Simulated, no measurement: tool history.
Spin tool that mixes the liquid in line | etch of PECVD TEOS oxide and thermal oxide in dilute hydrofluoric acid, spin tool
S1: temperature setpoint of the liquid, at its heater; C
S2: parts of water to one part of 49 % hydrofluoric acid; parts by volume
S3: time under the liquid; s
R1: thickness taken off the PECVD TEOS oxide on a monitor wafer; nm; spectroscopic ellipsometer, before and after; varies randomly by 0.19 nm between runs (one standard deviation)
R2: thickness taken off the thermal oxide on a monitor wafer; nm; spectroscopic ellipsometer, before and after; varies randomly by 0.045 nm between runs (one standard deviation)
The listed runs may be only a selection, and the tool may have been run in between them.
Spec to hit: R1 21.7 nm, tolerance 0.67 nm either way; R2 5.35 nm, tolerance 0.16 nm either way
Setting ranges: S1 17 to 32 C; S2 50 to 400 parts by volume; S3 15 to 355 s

run 1 hour=0 | S1=24 S2=225 S3=180 | R1=12.71 R2=3.0699
run 2 hour=4.6 | S1=24 S2=225 S3=240 | R1=16.628 R2=4.1767
run 3 hour=7 | S1=24 S2=225 S3=185 | R1=12.652 R2=3.2111
run 4 hour=10.6 | S1=25 S2=220 S3=185 | R1=13.605 R2=3.4046
run 5 hour=17.4 | S1=25 S2=170 S3=185 | R1=18.952 R2=4.6247
run 6 hour=21.4 | S1=25.5 S2=170 S3=185 | R1=19.002 R2=4.7202
run 7 hour=24 | S1=26 S2=170 S3=185 | R1=19.586 R2=4.7782
run 8 hour=31.1 | S1=26.5 S2=170 S3=185 | R1=20.129 R2=4.9402
run 9 hour=33 | S1=27 S2=170 S3=185 | R1=20.354 R2=5.0313

Exercise: of the 4 proposed moves below, exactly one satisfies all targets within the stated allowed misses. Which move is it?
run A hour=34.9 | S1=22 S2=170 S3=225 | R1=? R2=?
run B hour=34.9 | S1=27 S2=165 S3=175 | R1=? R2=?
run C hour=34.9 | S1=25.5 S2=125 S3=130 | R1=? R2=?
run D hour=34.9 | S1=29 S2=155 S3=165 | R1=? R2=?

move=A R1=20.181 R2=5.0156
move=B R1=19.625 R2=4.8776
move=C R1=19.095 R2=4.7458
move=D R1=21.45 R2=5.3309
A: lands further from the targets than the last run did
B: lands further from the targets than the last run did
C: lands further from the targets than the last run did
D: hits every target within its allowed miss
The move that meets every target is D.
